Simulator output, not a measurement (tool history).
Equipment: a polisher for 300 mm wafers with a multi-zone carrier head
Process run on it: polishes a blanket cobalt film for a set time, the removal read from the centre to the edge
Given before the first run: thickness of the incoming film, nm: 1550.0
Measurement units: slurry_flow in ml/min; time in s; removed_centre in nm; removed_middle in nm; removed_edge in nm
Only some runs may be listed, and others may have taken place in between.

run    day  slurry_flow  centre_zone  middle_zone  edge_zone  time  removed_centre  removed_middle  removed_edge
  1  0.000          165         1.00         1.00       1.00    66          446.92          450.74        447.74
  2  0.104          165         1.06         1.00       1.00    66          477.60          452.73        452.60
  3  0.142          165         1.06         1.00       0.97    66          481.97          451.68        448.52
  4  0.275          165         1.06         1.00       0.97    77          562.70          523.05        525.04
  5  0.546          155         1.01         1.01       0.99    74          510.96          508.01        501.87
  6  0.696          150         0.97         1.01       1.02    71          454.83          480.42        479.24
  7  0.808          140         0.94         1.01       1.03    70          422.61          472.62        472.44
  8  0.917          135         0.91         1.01       1.02    69          407.42          460.12        461.40

Run 9 is up next; what results do you expect?
  9  1.208          130         0.89         1.02       1.02    68               ?               ?             ?

removed_centre: 392.92 nm
removed_middle: 444.29 nm
removed_edge: 452.97 nm

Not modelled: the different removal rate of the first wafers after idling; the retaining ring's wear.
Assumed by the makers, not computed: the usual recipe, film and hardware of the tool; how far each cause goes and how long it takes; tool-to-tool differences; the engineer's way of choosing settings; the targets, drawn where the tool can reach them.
